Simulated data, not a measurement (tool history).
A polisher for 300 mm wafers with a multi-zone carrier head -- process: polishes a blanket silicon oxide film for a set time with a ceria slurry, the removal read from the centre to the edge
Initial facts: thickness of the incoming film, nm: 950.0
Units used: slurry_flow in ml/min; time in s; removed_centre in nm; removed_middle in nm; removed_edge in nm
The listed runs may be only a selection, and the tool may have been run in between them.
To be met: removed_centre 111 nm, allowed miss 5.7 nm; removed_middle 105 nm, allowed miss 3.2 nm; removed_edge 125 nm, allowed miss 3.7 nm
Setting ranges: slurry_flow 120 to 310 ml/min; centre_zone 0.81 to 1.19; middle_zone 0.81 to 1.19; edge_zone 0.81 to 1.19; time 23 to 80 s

run	hour	slurry_flow	centre_zone	middle_zone	edge_zone	time	removed_centre	removed_middle	removed_edge
1	0	200	1	1	1	51	188.36	183.73	183.06
2	1.8	200	1	1.07	1	51	188.82	198.39	184.02
3	3.4	200	1.06	1.07	1	51	203	194.93	184.63
4	10.4	200	1.06	1.14	1	51	200.08	207.25	183.31
5	12.5	200	1.06	1.11	1	51	201	200.47	185.09
6	15.6	200	1.06	1.11	1.07	51	198.71	200.95	190.83
7	22.6	190	1.03	1.06	1.08	47	177.02	176.21	175.2
8	24	190	1.03	1.06	1.08	47	174.96	178	175.44
9	25.7	190	1.03	1.06	1.08	47	181.47	177.68	176.98
10	26.9	180	0.99	1.01	1.08	43	155.56	153.37	160.01
11	30.9	170	0.97	0.98	1.07	41	141.24	141.45	150.5
12	31.7	135	0.94	0.88	1.01	34	105.36	101.14	117.98
13	38.2	140	0.94	0.88	1.02	34	108.57	103.91	118.17
14	39.3	140	0.94	0.88	1.04	34	107.66	103.21	117.7

Pick the move, out of 4, that brings all results within their allowed miss; only one does.
A	40.4	140	0.94	0.87	1	34	?	?	?
B	40.4	120	0.96	0.91	0.96	36	?	?	?
C	40.4	150	0.94	0.88	1.11	34	?	?	?
D	40.4	120	0.82	0.81	1.04	37	?	?	?

move	removed_centre	removed_middle	removed_edge
A	109.04	101.55	119.05
B	112.53	107.08	120.04
C	111.06	104.15	126.79
D	98.586	100.07	128.41
A: closes in on the targets versus the last run, not all within tolerance yet
B: closes in on the targets versus the last run, not all within tolerance yet
C: all results land within tolerance of their targets
D: puts the biggest miss on target and leaves a different result outside tolerance
Move C is the one to make.
